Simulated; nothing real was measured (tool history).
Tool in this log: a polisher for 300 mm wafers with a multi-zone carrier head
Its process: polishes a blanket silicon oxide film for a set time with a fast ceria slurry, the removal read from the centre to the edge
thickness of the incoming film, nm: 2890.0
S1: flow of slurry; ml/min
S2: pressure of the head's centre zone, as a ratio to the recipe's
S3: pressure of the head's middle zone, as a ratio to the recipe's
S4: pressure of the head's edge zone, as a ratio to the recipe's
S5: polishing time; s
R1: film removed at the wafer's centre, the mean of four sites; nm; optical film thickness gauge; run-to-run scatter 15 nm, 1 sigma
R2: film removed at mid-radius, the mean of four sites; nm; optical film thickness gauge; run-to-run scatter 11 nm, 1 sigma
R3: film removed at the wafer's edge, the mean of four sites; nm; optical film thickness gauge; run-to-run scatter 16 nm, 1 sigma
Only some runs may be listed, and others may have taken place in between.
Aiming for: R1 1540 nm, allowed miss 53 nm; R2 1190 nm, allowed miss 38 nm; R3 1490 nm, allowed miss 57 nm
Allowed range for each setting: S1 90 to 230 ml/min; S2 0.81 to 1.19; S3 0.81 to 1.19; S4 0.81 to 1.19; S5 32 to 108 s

Run 1, hour 0: S1 150 ml/min, S2 1, S3 1, S4 1, S5 70 s. Result: R1 1020.2 nm, R2 974.33 nm, R3 1006.2 nm.
Run 2, hour 4.5: S1 155 ml/min, S2 1.03, S3 0.97, S4 1.05, S5 75 s. Result: R1 1146.7 nm, R2 1026.5 nm, R3 1074.3 nm.
Run 3, hour 13: S1 165 ml/min, S2 1.03, S3 0.97, S4 1.05, S5 75 s. Result: R1 1150.6 nm, R2 1023.4 nm, R3 1096.5 nm.
Run 4, hour 22: S1 165 ml/min, S2 0.95, S3 0.97, S4 1.05, S5 75 s. Result: R1 1058.5 nm, R2 1046.1 nm, R3 1121.8 nm.
Run 5, hour 24.7: S1 175 ml/min, S2 0.97, S3 0.92, S4 1.09, S5 80 s. Result: R1 1162 nm, R2 1076.6 nm, R3 1191.6 nm.
Run 6, hour 32.2: S1 175 ml/min, S2 0.97, S3 0.92, S4 1.06, S5 80 s. Result: R1 1135.3 nm, R2 1069.6 nm, R3 1188.5 nm.
Run 7, hour 34.8: S1 185 ml/min, S2 0.99, S3 0.89, S4 1.1, S5 84 s. Result: R1 1244.4 nm, R2 1116.8 nm, R3 1310.5 nm.
Run 8, hour 37.4: S1 215 ml/min, S2 1.09, S3 0.86, S4 1.19, S5 88 s. Result: R1 1492.1 nm, R2 1168.3 nm, R3 1425 nm.

Next run, 4 choices. One meets every target within its allowed miss, the rest don't. Which?
Run A, hour 40: S1 210 ml/min, S2 0.97, S3 0.81, S4 1.19, S5 99 s. Result: R1 ?, R2 ?, R3 ?.
Run B, hour 40: S1 215 ml/min, S2 1.07, S3 0.84, S4 1.15, S5 93 s. Result: R1 ?, R2 ?, R3 ?.
Run C, hour 40: S1 230 ml/min, S2 1.19, S3 0.97, S4 1.1, S5 81 s. Result: R1 ?, R2 ?, R3 ?.
Run D, hour 40: S1 165 ml/min, S2 1.12, S3 0.89, S4 1.14, S5 87 s. Result: R1 ?, R2 ?, R3 ?.

move      R1      R2      R3
   A  1467.3  1215.8  1607.7
   B  1527.3  1179.7  1486.5
   C  1496.2  1167.4  1271.7
   D  1431.6    1112  1343.4
A: moves the result that the last run missed by most past its target, out the other side
B: each result inside its tolerance
C: further off than the last run
D: further off than the last run
Go with B: it meets all targets.
